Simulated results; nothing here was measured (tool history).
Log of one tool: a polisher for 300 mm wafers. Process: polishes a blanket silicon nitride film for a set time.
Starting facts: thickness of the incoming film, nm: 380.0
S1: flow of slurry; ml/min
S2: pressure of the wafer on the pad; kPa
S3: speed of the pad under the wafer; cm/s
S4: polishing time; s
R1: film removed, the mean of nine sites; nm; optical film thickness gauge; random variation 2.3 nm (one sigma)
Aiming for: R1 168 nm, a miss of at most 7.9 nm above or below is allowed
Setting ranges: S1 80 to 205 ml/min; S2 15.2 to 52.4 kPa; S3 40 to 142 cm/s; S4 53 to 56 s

| run | hour | S1 | S2 | S3 | S4 | R1 |
|---|---|---|---|---|---|---|
| 1 | 0 | 135 | 33.8 | 90 | 53 | 131.42 |
| 2 | 5.1 | 135 | 33.8 | 102 | 53 | 138.85 |
| 3 | 8.1 | 135 | 35.2 | 102 | 53 | 146.46 |
| 4 | 15.9 | 135 | 35.9 | 102 | 53 | 149.62 |
| 5 | 20.3 | 135 | 36.5 | 102 | 53 | 148.6 |
| 6 | 25.9 | 135 | 36.5 | 112 | 53 | 154.53 |
| 7 | 29 | 135 | 37.2 | 112 | 53 | 156.17 |
| 8 | 31.5 | 135 | 37.9 | 112 | 53 | 158.4 |
| 9 | 36.4 | 135 | 37.9 | 112 | 53 | 157.4 |

4 next moves are on the table. One of them brings every result within its allowed miss. Which?
| A | 41.3 | 165 | 35.2 | 78 | 56 | ? |
| B | 41.3 | 130 | 33.1 | 110 | 53 | ? |
| C | 41.3 | 165 | 47.6 | 70 | 56 | ? |
| D | 41.3 | 130 | 30.3 | 126 | 53 | ? |

| move | R1 |
|---|---|
| A | 134.83 |
| B | 139.96 |
| C | 164.57 |
| D | 140.88 |
A: moves away from the targets compared with the last run
B: moves away from the targets compared with the last run
C: in spec on every target
D: moves away from the targets compared with the last run
C is the move that brings every result within its allowed miss.
